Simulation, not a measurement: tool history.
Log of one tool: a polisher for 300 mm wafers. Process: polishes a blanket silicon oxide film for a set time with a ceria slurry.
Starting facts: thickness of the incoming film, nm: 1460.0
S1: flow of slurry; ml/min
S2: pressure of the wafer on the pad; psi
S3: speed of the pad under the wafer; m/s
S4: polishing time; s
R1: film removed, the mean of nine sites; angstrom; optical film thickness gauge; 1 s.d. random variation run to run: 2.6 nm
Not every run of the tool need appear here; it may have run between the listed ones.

Run 1, hour 0: S1 210 ml/min, S2 4.1 psi, S3 1.16 m/s, S4 47 s. Result: R1 2817.6 angstrom.
Run 2, hour 4.4: S1 210 ml/min, S2 3.7 psi, S3 1.16 m/s, S4 47 s. Result: R1 2590 angstrom.
Run 3, hour 12.1: S1 250 ml/min, S2 3.7 psi, S3 1.16 m/s, S4 47 s. Result: R1 2656.6 angstrom.
Run 4, hour 16.5: S1 250 ml/min, S2 3.7 psi, S3 1.16 m/s, S4 47 s. Result: R1 2688.7 angstrom.
Run 5, hour 25: S1 245 ml/min, S2 3.3 psi, S3 1.16 m/s, S4 47 s. Result: R1 2388.2 angstrom.
Run 6, hour 26.6: S1 245 ml/min, S2 4.1 psi, S3 1.16 m/s, S4 47 s. Result: R1 2889.3 angstrom.

What will run 7 give?
Run 7, hour 33.4: S1 245 ml/min, S2 3.6 psi, S3 1.14 m/s, S4 47 s. Result: R1 ?.

{"run 7": {"R1": 2537.1}}

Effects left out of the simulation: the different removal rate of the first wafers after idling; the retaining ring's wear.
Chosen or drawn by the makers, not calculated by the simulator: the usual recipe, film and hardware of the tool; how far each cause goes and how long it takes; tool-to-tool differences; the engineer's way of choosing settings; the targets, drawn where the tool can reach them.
